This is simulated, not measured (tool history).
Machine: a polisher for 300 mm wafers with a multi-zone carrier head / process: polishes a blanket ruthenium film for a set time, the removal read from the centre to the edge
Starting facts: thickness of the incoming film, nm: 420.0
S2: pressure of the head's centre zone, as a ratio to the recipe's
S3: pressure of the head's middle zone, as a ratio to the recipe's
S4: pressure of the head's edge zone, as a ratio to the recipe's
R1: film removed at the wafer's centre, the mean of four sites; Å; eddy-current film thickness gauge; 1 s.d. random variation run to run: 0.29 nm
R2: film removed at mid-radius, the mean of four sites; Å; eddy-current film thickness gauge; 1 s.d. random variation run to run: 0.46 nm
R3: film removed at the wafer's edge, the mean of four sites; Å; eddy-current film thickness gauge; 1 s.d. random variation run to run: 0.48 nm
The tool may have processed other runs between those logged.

run 1 day=0.000 | flow_of_slurry_(ml/min)=225 S2=1.00 S3=1.00 S4=1.00 polishing_time_(s)=57 | R1=435.47 R2=446.05 R3=428.30
run 2 day=0.075 | flow_of_slurry_(ml/min)=225 S2=0.96 S3=1.00 S4=1.00 polishing_time_(s)=57 | R1=420.10 R2=448.74 R3=420.78
run 3 day=0.300 | flow_of_slurry_(ml/min)=220 S2=0.95 S3=0.99 S4=0.97 polishing_time_(s)=56 | R1=417.48 R2=439.38 R3=425.51
run 4 day=0.425 | flow_of_slurry_(ml/min)=220 S2=0.89 S3=0.99 S4=0.97 polishing_time_(s)=56 | R1=392.61 R2=427.67 R3=427.83
run 5 day=0.517 | flow_of_slurry_(ml/min)=220 S2=0.89 S3=0.99 S4=0.97 polishing_time_(s)=42 | R1=291.41 R2=322.86 R3=312.46
run 6 day=0.842 | flow_of_slurry_(ml/min)=225 S2=0.91 S3=0.99 S4=0.97 polishing_time_(s)=43 | R1=303.69 R2=333.01 R3=318.52

Estimate the outcome of run 7 from the log above:
run 7 day=1.188 | flow_of_slurry_(ml/min)=225 S2=0.93 S3=0.99 S4=0.97 polishing_time_(s)=44 | R1=? R2=? R3=?

{"run 7": {"R1": 319.02, "R2": 345.07, "R3": 326.49}}
